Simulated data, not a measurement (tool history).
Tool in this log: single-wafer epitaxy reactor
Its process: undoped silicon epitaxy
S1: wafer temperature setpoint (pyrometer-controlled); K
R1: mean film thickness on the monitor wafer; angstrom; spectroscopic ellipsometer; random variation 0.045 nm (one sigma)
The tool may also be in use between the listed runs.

Run 1, day 0.000: S1 913.15 K, deposition time (s) 189. Result: R1 239.91 angstrom.
Run 2, day 0.346: S1 903.15 K, deposition time (s) 189. Result: R1 198.11 angstrom.
Run 3, day 0.496: S1 903.15 K, deposition time (s) 211. Result: R1 220.23 angstrom.
Run 4, day 0.529: S1 912.15 K, deposition time (s) 211. Result: R1 263.19 angstrom.
Run 5, day 0.767: S1 907.15 K, deposition time (s) 211. Result: R1 238.59 angstrom.
Run 6, day 1.133: S1 903.15 K, deposition time (s) 206. Result: R1 214.79 angstrom.

Expected results for the next run?
Run 7, day 1.171: S1 900.15 K, deposition time (s) 202. Result: R1 ?.

R1: 199.04 angstrom

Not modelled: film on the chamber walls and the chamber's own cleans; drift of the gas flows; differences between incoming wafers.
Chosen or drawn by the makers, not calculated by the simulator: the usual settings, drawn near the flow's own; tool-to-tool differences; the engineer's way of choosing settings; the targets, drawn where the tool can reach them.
